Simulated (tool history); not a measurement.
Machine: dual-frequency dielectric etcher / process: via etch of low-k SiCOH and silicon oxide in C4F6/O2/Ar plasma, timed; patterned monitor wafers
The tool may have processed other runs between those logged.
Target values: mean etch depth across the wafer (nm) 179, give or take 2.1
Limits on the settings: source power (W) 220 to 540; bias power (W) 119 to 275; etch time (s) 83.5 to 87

| run | hour | source power (W) | bias power (W) | etch time (s) | mean etch depth across the wafer (nm) |
|---|---|---|---|---|---|
| 1 | 0 | 380 | 197 | 83.5 | 219.64 |
| 2 | 6.3 | 380 | 197 | 83.5 | 219.91 |
| 3 | 12.9 | 340 | 189 | 83.5 | 208.01 |
| 4 | 17.3 | 340 | 189 | 87 | 216.11 |
| 5 | 22 | 340 | 177 | 87 | 211.47 |
| 6 | 29.3 | 340 | 156 | 87 | 200.78 |
| 7 | 36.2 | 310 | 155 | 87 | 195.09 |
| 8 | 42.1 | 290 | 154 | 87 | 189.64 |
| 9 | 48.4 | 280 | 154 | 87 | 188.84 |
| 10 | 49.8 | 270 | 154 | 87 | 185.03 |
| 11 | 53 | 260 | 154 | 87 | 183.19 |

4 next moves are on the table. One of them brings every result within its allowed miss. Which?
| A | 56.2 | 330 | 119 | 83.5 | ? |
| B | 56.2 | 250 | 143 | 86.5 | ? |
| C | 56.2 | 270 | 136 | 86 | ? |
| D | 56.2 | 220 | 186 | 83.5 | ? |

| move | mean etch depth across the wafer (nm) |
|---|---|
| A | 173.8 |
| B | 175 |
| C | 175.29 |
| D | 179.16 |
A: pushes the last run's worst result past its target
B: pushes the last run's worst result past its target
C: pushes the last run's worst result past its target
D: each result inside its tolerance
D meets every target.
